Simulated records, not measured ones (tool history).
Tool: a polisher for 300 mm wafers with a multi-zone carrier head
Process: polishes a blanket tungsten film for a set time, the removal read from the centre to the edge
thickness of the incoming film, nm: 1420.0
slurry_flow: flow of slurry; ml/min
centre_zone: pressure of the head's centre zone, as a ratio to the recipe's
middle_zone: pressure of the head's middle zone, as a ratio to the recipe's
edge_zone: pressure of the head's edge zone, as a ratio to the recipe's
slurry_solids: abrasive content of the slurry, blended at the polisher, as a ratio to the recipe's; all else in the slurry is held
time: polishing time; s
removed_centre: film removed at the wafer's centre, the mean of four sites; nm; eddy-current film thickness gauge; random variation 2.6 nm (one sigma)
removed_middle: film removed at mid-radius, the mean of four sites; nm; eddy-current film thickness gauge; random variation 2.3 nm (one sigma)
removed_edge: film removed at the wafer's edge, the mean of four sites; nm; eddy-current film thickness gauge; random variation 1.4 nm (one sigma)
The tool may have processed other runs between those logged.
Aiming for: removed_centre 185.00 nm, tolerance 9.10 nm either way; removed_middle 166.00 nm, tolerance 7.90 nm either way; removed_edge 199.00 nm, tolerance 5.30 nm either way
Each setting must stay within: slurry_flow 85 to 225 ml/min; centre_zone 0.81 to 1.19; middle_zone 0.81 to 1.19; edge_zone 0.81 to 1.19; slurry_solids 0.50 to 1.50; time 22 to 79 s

run	hour	slurry_flow	centre_zone	middle_zone	edge_zone	slurry_solids	time	removed_centre	removed_middle	removed_edge
1	0.0	145	1.00	1.00	1.00	1.00	50	281.51	272.98	260.60
2	3.6	145	1.00	1.00	0.95	1.00	50	269.30	276.95	256.01
3	12.5	130	0.97	0.94	0.98	0.85	48	242.25	233.81	235.00
4	15.7	120	0.94	0.90	1.00	0.75	47	219.22	210.37	219.68
5	23.8	120	0.87	0.90	1.00	0.75	47	196.75	208.62	221.16
6	28.7	120	0.93	0.90	1.00	0.75	47	208.76	209.18	220.28
7	31.2	110	0.94	0.87	1.03	0.70	47	203.25	193.98	215.97
# hour 35.4: edge zone pressure recalibrated
8	35.4	105	0.94	0.85	1.03	0.65	47	195.65	188.41	220.25

Exactly one of the 5 candidate moves below puts every result within its allowed miss. Which one?
A	39.6	140	0.97	1.17	0.88	0.75	40	?	?	?
B	39.6	100	0.81	0.91	1.04	0.60	54	?	?	?
C	39.6	100	0.85	0.85	1.01	0.75	50	?	?	?
D	39.6	85	0.88	0.81	1.11	0.60	52	?	?	?
E	39.6	115	0.96	0.83	1.02	0.75	40	?	?	?

move	removed_centre	removed_middle	removed_edge
A	200.70	231.32	193.31
B	189.97	215.67	248.15
C	196.95	201.35	242.02
D	185.21	177.56	237.24
E	187.20	164.83	200.35
A: carries the result that was furthest off beyond its target, to the other side
B: moves away from the targets compared with the last run
C: moves away from the targets compared with the last run
D: moves away from the targets compared with the last run
E: all results in spec
So the answer is move E, the one that meets all the targets.
